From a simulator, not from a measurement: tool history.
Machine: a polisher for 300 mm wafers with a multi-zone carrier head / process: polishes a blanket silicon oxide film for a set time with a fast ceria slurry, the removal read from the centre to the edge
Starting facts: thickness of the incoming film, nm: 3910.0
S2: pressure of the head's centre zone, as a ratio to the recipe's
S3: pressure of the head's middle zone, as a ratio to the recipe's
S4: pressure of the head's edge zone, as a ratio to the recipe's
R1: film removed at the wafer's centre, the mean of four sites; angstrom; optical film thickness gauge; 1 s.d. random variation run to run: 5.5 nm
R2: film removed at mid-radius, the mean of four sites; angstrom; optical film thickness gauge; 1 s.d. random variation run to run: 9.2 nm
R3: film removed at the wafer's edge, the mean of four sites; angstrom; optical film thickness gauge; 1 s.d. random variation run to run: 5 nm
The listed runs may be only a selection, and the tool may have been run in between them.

run 1 day=0 | flow_of_slurry_(ml/min)=255 S2=1 S3=1 S4=1 polishing_time_(s)=52 | R1=5032.3 R2=4891.2 R3=4958.6
run 2 day=0.092 | flow_of_slurry_(ml/min)=220 S2=1 S3=1 S4=1 polishing_time_(s)=52 | R1=5008.3 R2=4986.8 R3=4889.8
run 3 day=0.117 | flow_of_slurry_(ml/min)=185 S2=1 S3=1 S4=1 polishing_time_(s)=52 | R1=4859.7 R2=4919.7 R3=4818.7
run 4 day=0.45 | flow_of_slurry_(ml/min)=235 S2=1 S3=1 S4=1 polishing_time_(s)=52 | R1=5000.2 R2=4891.9 R3=4923.9
run 5 day=0.812 | flow_of_slurry_(ml/min)=235 S2=1.07 S3=1 S4=1 polishing_time_(s)=52 | R1=5355.9 R2=5009.1 R3=4967.5
run 6 day=1.004 | flow_of_slurry_(ml/min)=235 S2=1.07 S3=0.93 S4=1 polishing_time_(s)=52 | R1=5418.2 R2=4694.8 R3=4905
run 7 day=1.367 | flow_of_slurry_(ml/min)=240 S2=1.05 S3=0.96 S4=1.03 polishing_time_(s)=54 | R1=5421.1 R2=5082.9 R3=5200.5
run 8 day=1.525 | flow_of_slurry_(ml/min)=250 S2=1.04 S3=0.96 S4=1.05 polishing_time_(s)=56 | R1=5721.2 R2=5302.6 R3=5386
run 9 day=1.879 | flow_of_slurry_(ml/min)=250 S2=1.04 S3=0.96 S4=1.05 polishing_time_(s)=56 | R1=5653.3 R2=5335 R3=5435.3
run 10 day=2.15 | flow_of_slurry_(ml/min)=260 S2=1.02 S3=0.96 S4=1.07 polishing_time_(s)=58 | R1=5757.1 R2=5511.4 R3=5706.3

The next listed run, before its measurement:
run 11 day=2.475 | flow_of_slurry_(ml/min)=260 S2=1.02 S3=0.96 S4=1.07 polishing_time_(s)=58 | R1=? R2=? R3=?

For run 11 the tool returned R1 5729.9 angstrom, R2 5566.7 angstrom, R3 5651.1 angstrom.
